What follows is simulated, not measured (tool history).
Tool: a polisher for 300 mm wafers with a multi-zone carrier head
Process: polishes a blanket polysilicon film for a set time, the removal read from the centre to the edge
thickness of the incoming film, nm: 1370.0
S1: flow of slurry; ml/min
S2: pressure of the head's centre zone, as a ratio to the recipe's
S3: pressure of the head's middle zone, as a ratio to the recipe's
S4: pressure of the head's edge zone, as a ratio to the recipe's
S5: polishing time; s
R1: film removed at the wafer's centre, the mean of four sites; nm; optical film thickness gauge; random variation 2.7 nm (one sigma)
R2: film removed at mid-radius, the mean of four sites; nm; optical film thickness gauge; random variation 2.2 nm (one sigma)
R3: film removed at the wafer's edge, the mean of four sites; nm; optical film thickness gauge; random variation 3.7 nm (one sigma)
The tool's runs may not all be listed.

run	hour	S1	S2	S3	S4	S5	R1	R2	R3
1	0.0	135	1.00	1.00	1.00	48	417.07	415.89	422.13
2	8.2	135	0.95	1.00	1.00	48	396.43	422.36	419.73
3	17.0	125	0.92	0.97	0.96	46	364.29	381.47	384.25
4	18.3	115	0.89	0.96	0.95	45	335.58	370.49	368.59
5	24.2	110	0.87	0.94	0.93	45	321.42	358.88	362.58
6	33.1	105	0.86	0.93	0.91	45	310.97	348.89	360.29
7	39.4	105	0.86	0.93	0.89	44	308.81	341.87	352.97

The next listed run, before its measurement:
8	45.6	105	0.86	0.93	0.89	44	?	?	?

{"run 8": {"R1": 300.79, "R2": 344.52, "R3": 345.22}}

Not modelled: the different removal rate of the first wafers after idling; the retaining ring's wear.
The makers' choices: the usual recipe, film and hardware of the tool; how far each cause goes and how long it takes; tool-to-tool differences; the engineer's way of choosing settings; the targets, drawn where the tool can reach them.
